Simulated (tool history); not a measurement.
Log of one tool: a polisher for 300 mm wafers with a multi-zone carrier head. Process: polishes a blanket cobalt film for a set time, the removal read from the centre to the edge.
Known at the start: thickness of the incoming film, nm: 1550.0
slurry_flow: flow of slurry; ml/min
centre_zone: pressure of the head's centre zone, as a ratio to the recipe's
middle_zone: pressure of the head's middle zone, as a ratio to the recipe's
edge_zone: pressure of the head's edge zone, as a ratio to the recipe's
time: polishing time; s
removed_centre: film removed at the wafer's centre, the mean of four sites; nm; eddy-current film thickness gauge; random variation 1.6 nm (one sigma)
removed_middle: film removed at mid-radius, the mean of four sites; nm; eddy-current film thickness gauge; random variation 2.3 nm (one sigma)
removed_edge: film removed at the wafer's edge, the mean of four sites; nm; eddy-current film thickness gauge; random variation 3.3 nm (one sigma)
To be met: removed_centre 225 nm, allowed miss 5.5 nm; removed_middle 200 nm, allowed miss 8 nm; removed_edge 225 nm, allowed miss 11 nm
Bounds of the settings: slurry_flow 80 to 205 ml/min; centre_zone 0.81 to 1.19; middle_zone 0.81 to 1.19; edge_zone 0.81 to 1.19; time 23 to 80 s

| run | day | slurry_flow | centre_zone | middle_zone | edge_zone | time | removed_centre | removed_middle | removed_edge |
|---|---|---|---|---|---|---|---|---|---|
| 1 | 0 | 135 | 1 | 1 | 1 | 51 | 169.48 | 167.11 | 167.7 |
| 2 | 0.308 | 135 | 1 | 1 | 1 | 45 | 150.95 | 148.16 | 147.86 |
| 3 | 0.5 | 140 | 1.02 | 0.99 | 1.04 | 49 | 168.54 | 159.37 | 164.46 |
| 4 | 0.788 | 140 | 1.02 | 1.06 | 1.04 | 49 | 168.62 | 174.6 | 163.26 |
| 5 | 1.158 | 145 | 1.03 | 1.04 | 1.07 | 52 | 182.7 | 178.64 | 172.54 |
| 6 | 1.317 | 145 | 1.03 | 1.04 | 1.02 | 52 | 181.14 | 179.65 | 177.27 |
| 7 | 1.354 | 145 | 1.03 | 1.04 | 1.02 | 52 | 179.8 | 182.43 | 172.53 |
| 8 | 1.579 | 145 | 1.02 | 1.02 | 1.05 | 55 | 189.69 | 187.92 | 190.77 |
| 9 | 1.938 | 180 | 1.09 | 1 | 1.15 | 57 | 221.51 | 199.65 | 210.8 |
| 10 | 2.304 | 180 | 1.09 | 1 | 1.15 | 57 | 221.13 | 199.61 | 209.86 |

Which of these 4 next moves meets every target?
| A | 2.671 | 200 | 1.06 | 0.95 | 1.19 | 59 | ? | ? | ? |
| B | 2.671 | 190 | 1.17 | 1.07 | 1.12 | 55 | ? | ? | ? |
| C | 2.671 | 170 | 1.14 | 1.03 | 1.12 | 55 | ? | ? | ? |
| D | 2.671 | 170 | 1.14 | 1.12 | 1.12 | 53 | ? | ? | ? |

| move | removed_centre | removed_middle | removed_edge |
|---|---|---|---|
| A | 226.66 | 200.5 | 223.09 |
| B | 231.54 | 204.96 | 200.04 |
| C | 220.85 | 194.79 | 197.41 |
| D | 212.96 | 201.61 | 190.01 |
A: meets every target
B: further off than the last run
C: further off than the last run
D: further off than the last run
Answer: A
